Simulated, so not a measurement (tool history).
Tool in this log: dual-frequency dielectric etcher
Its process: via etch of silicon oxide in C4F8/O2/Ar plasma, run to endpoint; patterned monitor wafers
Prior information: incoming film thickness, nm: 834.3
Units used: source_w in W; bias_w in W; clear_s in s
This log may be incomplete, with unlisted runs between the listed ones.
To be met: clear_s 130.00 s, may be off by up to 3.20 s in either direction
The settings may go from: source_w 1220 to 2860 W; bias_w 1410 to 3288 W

run,day,source_w,bias_w,clear_s
1,0.000,2040,2349,148.75
2,0.071,2040,2207,151.08
3,0.108,1830,2207,157.05
4,0.458,1950,2256,151.89
5,0.725,2220,2256,147.96
6,0.842,2290,2335,143.64
7,1.046,2350,2375,140.67
8,1.392,2400,2397,140.39
9,1.517,2450,2429,138.03
10,1.617,2490,2448,137.51
11,1.879,2530,2468,134.80
12,2.058,2550,2477,135.15
13,2.179,2580,2489,135.15
14,2.325,2610,2504,133.34
15,2.608,2630,2512,132.29
16,2.704,2640,2517,132.42
17,2.821,2640,2517,133.41

Which one of the following 4 next-run settings gets every result inside its allowed miss? There is exactly one.
A,2.938,2650,2370,?
B,2.938,2660,2751,?
C,2.938,2510,2537,?
D,2.938,2470,2373,?

move,clear_s
A,136.39
B,130.63
C,136.49
D,139.87
A: its largest miss is bigger than the last run's
B: every result within its allowed miss
C: its largest miss is bigger than the last run's
D: its largest miss is bigger than the last run's
Answer: B

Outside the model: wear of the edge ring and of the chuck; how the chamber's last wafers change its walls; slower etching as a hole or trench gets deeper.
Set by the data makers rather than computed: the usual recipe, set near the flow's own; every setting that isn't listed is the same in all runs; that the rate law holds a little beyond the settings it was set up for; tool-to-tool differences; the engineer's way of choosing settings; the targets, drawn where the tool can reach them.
